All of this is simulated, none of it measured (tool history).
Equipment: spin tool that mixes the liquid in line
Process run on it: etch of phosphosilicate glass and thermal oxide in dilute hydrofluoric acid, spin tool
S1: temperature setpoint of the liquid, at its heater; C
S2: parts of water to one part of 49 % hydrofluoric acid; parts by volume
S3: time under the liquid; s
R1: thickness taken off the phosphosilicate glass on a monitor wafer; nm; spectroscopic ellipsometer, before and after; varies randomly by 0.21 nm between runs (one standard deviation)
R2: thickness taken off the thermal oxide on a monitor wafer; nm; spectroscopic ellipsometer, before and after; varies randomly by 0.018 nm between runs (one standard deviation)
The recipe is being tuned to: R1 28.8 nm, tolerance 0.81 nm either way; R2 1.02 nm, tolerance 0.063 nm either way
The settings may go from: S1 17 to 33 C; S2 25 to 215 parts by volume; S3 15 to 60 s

| run | hour | S1 | S2 | S3 | R1 | R2 |
|---|---|---|---|---|---|---|
| 1 | 0 | 25 | 120 | 30 | 32.764 | 1.1801 |
| 2 | 1.6 | 24.5 | 120 | 30 | 32.438 | 1.1494 |
| 3 | 8.2 | 26 | 120 | 30 | 34.108 | 1.1935 |
| 4 | 13.4 | 26 | 120 | 40 | 45.667 | 1.624 |
| 5 | 18.3 | 24.5 | 125 | 40 | 41.049 | 1.4621 |
| 6 | 21.7 | 23 | 125 | 40 | 38.344 | 1.3972 |
| 7 | 26.5 | 23 | 125 | 40 | 38.565 | 1.3196 |
| 8 | 28.1 | 22.5 | 130 | 40 | 36.329 | 1.283 |
| 9 | 34.2 | 18.5 | 145 | 40 | 27.061 | 0.96763 |

Exercise: of the 4 proposed moves below, exactly one satisfies all targets within the stated allowed misses. Which move is it?
| A | 40.3 | 25.5 | 130 | 30 | ? | ? |
| B | 40.3 | 22.5 | 165 | 40 | ? | ? |
| C | 40.3 | 18 | 135 | 40 | ? | ? |
| D | 40.3 | 17.5 | 145 | 40 | ? | ? |

| move | R1 | R2 |
|---|---|---|
| A | 30.786 | 1.1078 |
| B | 27.695 | 0.99655 |
| C | 29.216 | 1.0513 |
| D | 26.385 | 0.94941 |
A: the result that was furthest off in the last run now lies on the other side of its target
B: gains on the last run, yet a result remains outside its allowed miss
C: hits every target within its allowed miss
D: further off than the last run
C is the move that brings every result within its allowed miss.
